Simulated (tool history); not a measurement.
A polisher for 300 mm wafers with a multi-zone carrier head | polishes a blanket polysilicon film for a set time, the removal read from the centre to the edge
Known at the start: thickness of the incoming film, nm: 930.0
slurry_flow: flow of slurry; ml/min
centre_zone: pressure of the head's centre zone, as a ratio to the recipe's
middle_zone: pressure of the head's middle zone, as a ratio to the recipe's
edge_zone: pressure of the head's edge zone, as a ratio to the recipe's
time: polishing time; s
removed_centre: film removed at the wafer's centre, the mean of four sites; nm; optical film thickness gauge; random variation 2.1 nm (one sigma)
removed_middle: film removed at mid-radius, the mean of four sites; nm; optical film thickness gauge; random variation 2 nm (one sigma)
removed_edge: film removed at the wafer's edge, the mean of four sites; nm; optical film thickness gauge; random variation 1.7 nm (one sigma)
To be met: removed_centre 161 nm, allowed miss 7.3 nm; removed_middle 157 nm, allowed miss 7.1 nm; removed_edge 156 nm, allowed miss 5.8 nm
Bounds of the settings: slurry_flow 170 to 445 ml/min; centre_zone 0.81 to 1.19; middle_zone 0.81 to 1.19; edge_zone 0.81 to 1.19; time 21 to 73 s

run 1 hour=0 | slurry_flow=285 centre_zone=1 middle_zone=1 edge_zone=1 time=47 | removed_centre=264.71 removed_middle=282.62 removed_edge=267.99
run 2 hour=5.5 | slurry_flow=285 centre_zone=1 middle_zone=0.93 edge_zone=1 time=47 | removed_centre=267.18 removed_middle=262.98 removed_edge=272.95
run 3 hour=11.7 | slurry_flow=285 centre_zone=1 middle_zone=0.93 edge_zone=0.98 time=43 | removed_centre=243.91 removed_middle=239.94 removed_edge=243.88
run 4 hour=20.1 | slurry_flow=285 centre_zone=0.99 middle_zone=0.92 edge_zone=0.96 time=40 | removed_centre=227.1 removed_middle=217.38 removed_edge=227.02
run 5 hour=27.1 | slurry_flow=350 centre_zone=0.99 middle_zone=0.92 edge_zone=0.96 time=40 | removed_centre=229.97 removed_middle=220.79 removed_edge=234.83
run 6 hour=29 | slurry_flow=350 centre_zone=0.99 middle_zone=0.92 edge_zone=0.96 time=34 | removed_centre=192.29 removed_middle=187.7 removed_edge=197.63
run 7 hour=31.8 | slurry_flow=345 centre_zone=0.99 middle_zone=0.92 edge_zone=0.95 time=33 | removed_centre=191.92 removed_middle=180.74 removed_edge=192.42
run 8 hour=35.2 | slurry_flow=340 centre_zone=0.98 middle_zone=0.93 edge_zone=0.94 time=32 | removed_centre=178.92 removed_middle=182.78 removed_edge=182.8
run 9 hour=42.4 | slurry_flow=335 centre_zone=0.98 middle_zone=0.92 edge_zone=0.92 time=31 | removed_centre=170.79 removed_middle=177.55 removed_edge=175.42
run 10 hour=46.1 | slurry_flow=330 centre_zone=0.99 middle_zone=0.91 edge_zone=0.91 time=31 | removed_centre=178.42 removed_middle=172.39 removed_edge=172.17
run 11 hour=53.2 | slurry_flow=325 centre_zone=0.98 middle_zone=0.9 edge_zone=0.9 time=31 | removed_centre=177.61 removed_middle=167.69 removed_edge=173.82
run 12 hour=60.9 | slurry_flow=320 centre_zone=0.97 middle_zone=0.9 edge_zone=0.89 time=31 | removed_centre=171.35 removed_middle=170.23 removed_edge=173.35

Which of these 5 next moves meets every target?
run A hour=68.6 | slurry_flow=325 centre_zone=0.95 middle_zone=0.98 edge_zone=0.96 time=34 | removed_centre=? removed_middle=? removed_edge=?
run B hour=68.6 | slurry_flow=355 centre_zone=0.95 middle_zone=0.82 edge_zone=0.92 time=32 | removed_centre=? removed_middle=? removed_edge=?
run C hour=68.6 | slurry_flow=320 centre_zone=0.99 middle_zone=0.92 edge_zone=0.87 time=28 | removed_centre=? removed_middle=? removed_edge=?
run D hour=68.6 | slurry_flow=280 centre_zone=0.94 middle_zone=1 edge_zone=0.81 time=29 | removed_centre=? removed_middle=? removed_edge=?
run E hour=68.6 | slurry_flow=290 centre_zone=1.03 middle_zone=1 edge_zone=0.84 time=30 | removed_centre=? removed_middle=? removed_edge=?

move=A removed_centre=184.68 removed_middle=202.7 removed_edge=194.4
move=B removed_centre=174.79 removed_middle=165.59 removed_edge=180.58
move=C removed_centre=158.29 removed_middle=158.14 removed_edge=152.97
move=D removed_centre=154 removed_middle=173.99 removed_edge=152.18
move=E removed_centre=175.2 removed_middle=180.37 removed_edge=160.28
A: further off than the last run
B: further off than the last run
C: meets every target
D: brings the result that was furthest off to its target, and leaves another outside
E: brings the result that was furthest off to its target, and leaves another outside
The right move is C.
